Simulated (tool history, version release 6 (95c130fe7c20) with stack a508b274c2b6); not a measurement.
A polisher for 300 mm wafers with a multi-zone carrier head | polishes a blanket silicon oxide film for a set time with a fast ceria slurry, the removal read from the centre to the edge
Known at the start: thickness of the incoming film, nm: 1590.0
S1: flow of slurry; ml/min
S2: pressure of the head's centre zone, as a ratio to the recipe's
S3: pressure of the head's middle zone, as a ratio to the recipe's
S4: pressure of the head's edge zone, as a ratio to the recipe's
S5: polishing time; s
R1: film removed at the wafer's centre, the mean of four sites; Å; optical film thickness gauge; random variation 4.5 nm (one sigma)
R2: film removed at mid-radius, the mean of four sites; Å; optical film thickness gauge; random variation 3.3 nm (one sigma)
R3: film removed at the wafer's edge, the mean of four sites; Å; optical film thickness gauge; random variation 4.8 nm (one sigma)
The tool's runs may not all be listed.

Run 1, hour 0: S1 225 ml/min, S2 1, S3 1, S4 1, S5 24 s. Result: R1 5688.2 Å, R2 5697.2 Å, R3 5491 Å.
Run 2, hour 4.9: S1 225 ml/min, S2 1.07, S3 1, S4 1, S5 24 s. Result: R1 6155.3 Å, R2 5759.3 Å, R3 5649.2 Å.
Run 3, hour 13.6: S1 225 ml/min, S2 1.07, S3 0.94, S4 1, S5 24 s. Result: R1 6471.1 Å, R2 5357.4 Å, R3 5563.3 Å.
Run 4, hour 16: S1 225 ml/min, S2 1.07, S3 0.99, S4 1, S5 24 s. Result: R1 6371.3 Å, R2 5650.8 Å, R3 5639.8 Å.
Run 5, hour 22.8: S1 195 ml/min, S2 1.07, S3 0.99, S4 1, S5 24 s. Result: R1 6269.3 Å, R2 5605.5 Å, R3 5507 Å.
Run 6, hour 28.7: S1 195 ml/min, S2 1.07, S3 0.99, S4 1, S5 18 s. Result: R1 4726.5 Å, R2 4118.2 Å, R3 4117.8 Å.
Run 7, hour 29.6: S1 195 ml/min, S2 1, S3 0.96, S4 1.01, S5 17 s. Result: R1 4248.9 Å, R2 3890.5 Å, R3 4084.8 Å.
Run 8, hour 35.6: S1 190 ml/min, S2 0.96, S3 0.95, S4 0.99, S5 15 s. Result: R1 3414.4 Å, R2 3394.1 Å, R3 3518.8 Å.
Run 9, hour 40: S1 185 ml/min, S2 0.95, S3 0.93, S4 0.97, S5 15 s. Result: R1 3408.2 Å, R2 3248 Å, R3 3457.4 Å.
Run 10, hour 41.4: S1 180 ml/min, S2 0.93, S3 0.93, S4 0.95, S5 15 s. Result: R1 3272.3 Å, R2 3291.5 Å, R3 3300.6 Å.

The next listed run, before its measurement:
Run 11, hour 45.8: S1 175 ml/min, S2 0.92, S3 0.91, S4 0.95, S5 15 s. Result: R1 ?, R2 ?, R3 ?.

{"run 11": {"R1": 3299, "R2": 3187.1, "R3": 3415.5}}
